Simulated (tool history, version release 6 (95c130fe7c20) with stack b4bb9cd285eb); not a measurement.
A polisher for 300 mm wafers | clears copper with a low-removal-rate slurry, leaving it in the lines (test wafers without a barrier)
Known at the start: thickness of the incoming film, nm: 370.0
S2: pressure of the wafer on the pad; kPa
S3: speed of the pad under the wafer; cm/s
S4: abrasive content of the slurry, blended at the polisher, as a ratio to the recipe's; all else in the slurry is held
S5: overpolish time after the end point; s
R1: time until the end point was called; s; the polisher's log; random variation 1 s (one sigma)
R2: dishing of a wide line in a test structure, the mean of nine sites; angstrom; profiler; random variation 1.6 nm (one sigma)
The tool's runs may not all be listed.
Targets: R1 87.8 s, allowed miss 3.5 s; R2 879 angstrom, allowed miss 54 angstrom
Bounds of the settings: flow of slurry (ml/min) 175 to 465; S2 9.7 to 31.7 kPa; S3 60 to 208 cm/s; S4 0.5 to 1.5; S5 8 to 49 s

run 1 hour=0 | flow_of_slurry_(ml/min)=295 S2=20.7 S3=134 S4=1 S5=25 | R1=96.703 R2=621.6
run 2 hour=0.6 | flow_of_slurry_(ml/min)=295 S2=20.7 S3=134 S4=1 S5=34 | R1=95.459 R2=776.47
run 3 hour=2.4 | flow_of_slurry_(ml/min)=295 S2=16.5 S3=134 S4=1 S5=34 | R1=120.73 R2=612.41
run 4 hour=5.8 | flow_of_slurry_(ml/min)=295 S2=16.5 S3=106 S4=1 S5=34 | R1=149.43 R2=523.98
run 5 hour=7.1 | flow_of_slurry_(ml/min)=295 S2=17.9 S3=106 S4=1 S5=34 | R1=140.04 R2=595.27
run 6 hour=11.6 | flow_of_slurry_(ml/min)=295 S2=15.2 S3=106 S4=1 S5=34 | R1=163.17 R2=510.4
run 7 hour=14.3 | flow_of_slurry_(ml/min)=295 S2=16.5 S3=106 S4=1 S5=34 | R1=146.96 R2=541.17
-- hour=16.4 slurry nozzle cleaned
run 8 hour=16.4 | flow_of_slurry_(ml/min)=295 S2=17.9 S3=106 S4=1 S5=34 | R1=136.93 R2=586.4
run 9 hour=20.4 | flow_of_slurry_(ml/min)=295 S2=19.3 S3=106 S4=1 S5=34 | R1=127.02 R2=601.89
run 10 hour=28.4 | flow_of_slurry_(ml/min)=295 S2=20 S3=106 S4=1 S5=35 | R1=124.36 R2=640.15

Which of these 4 next moves meets every target?
run A hour=36.4 | flow_of_slurry_(ml/min)=230 S2=24.1 S3=116 S4=0.9 S5=34 | R1=? R2=?
run B hour=36.4 | flow_of_slurry_(ml/min)=255 S2=21.4 S3=142 S4=1 S5=38 | R1=? R2=?
run C hour=36.4 | flow_of_slurry_(ml/min)=185 S2=20 S3=146 S4=1.4 S5=31 | R1=? R2=?
run D hour=36.4 | flow_of_slurry_(ml/min)=275 S2=21.4 S3=128 S4=1.05 S5=33 | R1=? R2=?

move=A R1=97.344 R2=769.06
move=B R1=87.131 R2=868.48
move=C R1=86.188 R2=766.28
move=D R1=94.702 R2=757.23
A: nearer than the last run, and not there yet
B: meets every target
C: brings the result that was furthest off to its target, and leaves another outside
D: nearer than the last run, and not there yet
Answer: B
